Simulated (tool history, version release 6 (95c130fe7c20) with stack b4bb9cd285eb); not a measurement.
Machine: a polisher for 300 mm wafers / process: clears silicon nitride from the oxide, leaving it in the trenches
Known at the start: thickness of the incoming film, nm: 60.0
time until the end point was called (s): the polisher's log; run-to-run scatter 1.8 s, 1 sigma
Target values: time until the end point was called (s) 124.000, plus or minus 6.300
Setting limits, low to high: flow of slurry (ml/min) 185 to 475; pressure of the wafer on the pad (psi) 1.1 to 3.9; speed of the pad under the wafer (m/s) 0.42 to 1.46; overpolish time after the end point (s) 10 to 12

run,hour,flow of slurry (ml/min),pressure of the wafer on the pad (psi),speed of the pad under the wafer (m/s),overpolish time after the end point (s),time until the end point was called (s)
1,0.0,305,2.5,0.94,12,92.441
2,6.6,305,2.4,0.94,12,97.103
3,9.4,305,2.4,1.12,12,81.909
4,13.0,305,2.3,1.12,12,83.846
5,17.4,305,2.3,1.12,10,85.070
6,24.0,305,2.2,1.12,10,89.625
7,32.4,305,2.1,1.12,10,91.542
8,33.4,305,2.0,1.12,10,96.909
9,40.8,305,2.0,1.12,10,99.262
10,49.1,305,1.9,1.12,10,103.220
11,52.3,305,1.8,1.12,10,108.180
12,57.9,305,1.4,1.10,10,137.050

Which one of the following 5 next-run settings gets every result inside its allowed miss? There is exactly one.
A,63.5,325,1.6,1.22,10,?
B,63.5,330,1.4,1.22,10,?
C,63.5,335,1.7,1.18,12,?
D,63.5,285,1.4,1.10,10,?
E,63.5,285,1.9,0.84,10,?

move,time until the end point was called (s)
A,111.370
B,126.290
C,108.090
D,140.710
E,133.890
A: the result that was furthest off in the last run now lies on the other side of its target
B: all results in spec
C: the result that was furthest off in the last run now lies on the other side of its target
D: lands further from the targets than the last run did
E: better than the last run, though not everything is in spec
Answer: B

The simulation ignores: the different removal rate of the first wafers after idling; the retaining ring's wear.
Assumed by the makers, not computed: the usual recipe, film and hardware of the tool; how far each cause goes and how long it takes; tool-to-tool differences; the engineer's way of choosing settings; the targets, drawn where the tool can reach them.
